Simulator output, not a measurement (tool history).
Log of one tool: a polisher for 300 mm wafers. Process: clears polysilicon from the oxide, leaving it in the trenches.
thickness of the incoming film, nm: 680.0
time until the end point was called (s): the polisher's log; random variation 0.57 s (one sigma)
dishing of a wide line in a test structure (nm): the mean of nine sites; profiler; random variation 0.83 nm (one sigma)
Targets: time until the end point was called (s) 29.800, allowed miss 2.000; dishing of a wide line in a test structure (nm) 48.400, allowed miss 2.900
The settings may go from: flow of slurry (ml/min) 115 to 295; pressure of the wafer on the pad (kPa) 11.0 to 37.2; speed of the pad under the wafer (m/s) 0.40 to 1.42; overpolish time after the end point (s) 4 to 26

run  hour  flow of slurry (ml/min)  pressure of the wafer on the pad (kPa)  speed of the pad under the wafer (m/s)  overpolish time after the end point (s)  time until the end point was called (s)  dishing of a wide line in a test structure (nm)
  1   0.0                      190                                    24.1                                    0.90                                       13                                   40.529                                           50.545
  2   2.8                      190                                    25.5                                    0.90                                       11                                   38.209                                           51.065
  3   6.5                      190                                    25.5                                    0.94                                        9                                   37.202                                           47.965
  4  14.9                      190                                    20.7                                    0.94                                        9                                   45.810                                           45.616
  5  23.2                      190                                    26.2                                    0.94                                        9                                   36.756                                           48.418
  6  24.6                      190                                    26.2                                    0.94                                       14                                   37.599                                           51.889
  7  32.7                      190                                    26.9                                    0.96                                       12                                   34.963                                           52.731
  8  34.4                      190                                    27.6                                    0.98                                       10                                   33.446                                           51.565
  9  40.1                      190                                    27.6                                    1.00                                        9                                   32.293                                           49.685
 10  41.3                      190                                    27.6                                    1.00                                        8                                   31.906                                           49.970
 11  43.9                      190                                    27.6                                    1.00                                        7                                   33.345                                           47.058

Which of these 5 next moves meets every target?
  A  46.5                      185                                    32.4                                    0.78                                        9                                        ?                                                ?
  B  46.5                      195                                    31.0                                    1.16                                        4                                        ?                                                ?
  C  46.5                      200                                    32.4                                    1.08                                        6                                        ?                                                ?
  D  46.5                      200                                    27.6                                    1.06                                        8                                        ?                                                ?
  E  46.5                      225                                    35.2                                    0.98                                       15                                        ?                                                ?

move  time until the end point was called (s)  dishing of a wide line in a test structure (nm)
   A                                   35.679                                           49.103
   B                                   25.113                                           43.071
   C                                   25.710                                           48.311
   D                                   30.644                                           49.421
   E                                   25.674                                           52.540
A: further off than the last run
B: takes the result that was furthest off past its target
C: takes the result that was furthest off past its target
D: meets every target
E: takes the result that was furthest off past its target
Answer: D

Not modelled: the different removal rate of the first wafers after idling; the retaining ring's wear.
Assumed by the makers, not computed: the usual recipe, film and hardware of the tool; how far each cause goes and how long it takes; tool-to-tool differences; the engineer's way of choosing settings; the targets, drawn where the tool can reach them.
